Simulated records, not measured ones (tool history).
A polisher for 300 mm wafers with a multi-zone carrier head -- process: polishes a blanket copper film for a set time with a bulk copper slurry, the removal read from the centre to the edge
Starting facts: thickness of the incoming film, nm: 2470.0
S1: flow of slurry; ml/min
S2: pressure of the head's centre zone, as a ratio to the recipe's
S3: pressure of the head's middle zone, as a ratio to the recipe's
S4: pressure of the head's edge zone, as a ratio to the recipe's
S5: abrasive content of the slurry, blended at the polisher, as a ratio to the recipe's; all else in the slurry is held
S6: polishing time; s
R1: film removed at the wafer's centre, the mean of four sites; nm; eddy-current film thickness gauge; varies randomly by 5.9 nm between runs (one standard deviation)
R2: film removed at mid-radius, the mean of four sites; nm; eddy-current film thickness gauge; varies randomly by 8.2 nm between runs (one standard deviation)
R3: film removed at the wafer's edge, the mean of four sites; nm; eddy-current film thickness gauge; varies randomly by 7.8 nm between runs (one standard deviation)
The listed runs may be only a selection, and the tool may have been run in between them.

{"run": 1, "hour": 0.0, "S1": 290, "S2": 1, "S3": 1, "S4": 1, "S5": 1, "S6": 57, "R1": 815.6, "R2": 869.33, "R3": 829.33}
{"run": 2, "hour": 3.3, "S1": 290, "S2": 1, "S3": 1.07, "S4": 1, "S5": 1, "S6": 57, "R1": 817.23, "R2": 901.49, "R3": 828.69}
{"run": 3, "hour": 10.5, "S1": 290, "S2": 0.92, "S3": 1.07, "S4": 1, "S5": 1, "S6": 57, "R1": 746.38, "R2": 909.34, "R3": 835.48}
{"run": 4, "hour": 15.8, "S1": 290, "S2": 0.92, "S3": 1.05, "S4": 1, "S5": 0.95, "S6": 56, "R1": 722.26, "R2": 869.21, "R3": 804.73}
{"run": 5, "hour": 18.7, "S1": 345, "S2": 0.92, "S3": 1.05, "S4": 1, "S5": 0.95, "S6": 56, "R1": 745.75, "R2": 882.91, "R3": 813.38}
{"run": 6, "hour": 22.9, "S1": 345, "S2": 0.92, "S3": 1.05, "S4": 1, "S5": 0.8, "S6": 56, "R1": 718.95, "R2": 865.78, "R3": 801.13}
{"run": 7, "hour": 25.2, "S1": 345, "S2": 0.92, "S3": 1.03, "S4": 0.99, "S5": 0.75, "S6": 55, "R1": 701.49, "R2": 827.13, "R3": 767.18}
{"run": 8, "hour": 31.7, "S1": 345, "S2": 0.91, "S3": 1.01, "S4": 0.99, "S5": 0.7, "S6": 55, "R1": 687.09, "R2": 777.42, "R3": 754.4}
{"run": 9, "hour": 36.6, "S1": 345, "S2": 0.91, "S3": 1.01, "S4": 0.99, "S5": 0.7, "S6": 55, "R1": 680.93, "R2": 788.32, "R3": 744.45}

What will run 10 give?
{"run": 10, "hour": 44.9, "S1": 325, "S2": 0.81, "S3": 0.91, "S4": 0.92, "S5": 0.5, "S6": 52, "R1": "?", "R2": "?", "R3": "?"}

{"run 10": {"R1": 542.05, "R2": 634.85, "R3": 640.98}}
